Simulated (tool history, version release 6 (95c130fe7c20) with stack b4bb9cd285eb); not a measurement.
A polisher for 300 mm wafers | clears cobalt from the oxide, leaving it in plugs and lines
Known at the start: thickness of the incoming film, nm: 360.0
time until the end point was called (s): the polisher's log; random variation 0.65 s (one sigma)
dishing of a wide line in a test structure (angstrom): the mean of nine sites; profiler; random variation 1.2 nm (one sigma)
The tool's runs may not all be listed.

run  hour  flow of slurry (ml/min)  pressure of the wafer on the pad (kPa)  speed of the pad under the wafer (m/s)  overpolish time after the end point (s)  time until the end point was called (s)  dishing of a wide line in a test structure (angstrom)
  1     0                      250                                    16.5                                    1.08                                       22                                   55.272                                                 505.96
  2   4.6                      250                                    16.5                                    1.08                                       25                                   55.745                                                 525.13
  3   7.6                      250                                    16.5                                    1.08                                       31                                   54.879                                                 529.48
  4    16                      250                                    17.9                                    1.08                                       29                                   51.307                                                 542.55
  5  23.9                      250                                    14.5                                    1.08                                       29                                   62.391                                                 530.49
  6  27.8                      250                                    14.5                                    1.08                                       21                                   60.906                                                 491.94
  7  34.1                      250                                    14.5                                    1.08                                       21                                   61.533                                                 493.23
  8  38.2                      250                                    16.5                                     1.1                                       22                                   52.326                                                 516.46
  9  46.7                      250                                    17.2                                     1.1                                       22                                    52.24                                                 507.26
 10  55.5                      250                                    17.9                                    1.12                                       23                                   48.494                                                  544.3
 11    60                      250                                    18.6                                    1.12                                       21                                    48.38                                                  534.5

Run 12 comes next. What will it give?
     62.9  -- head pressure recalibrated
 12  62.9                      250                                    19.3                                    1.12                                       20                                        ?                                                      ?

Run 12 gave time until the end point was called (s) 48.089, dishing of a wide line in a test structure (angstrom) 500.24.
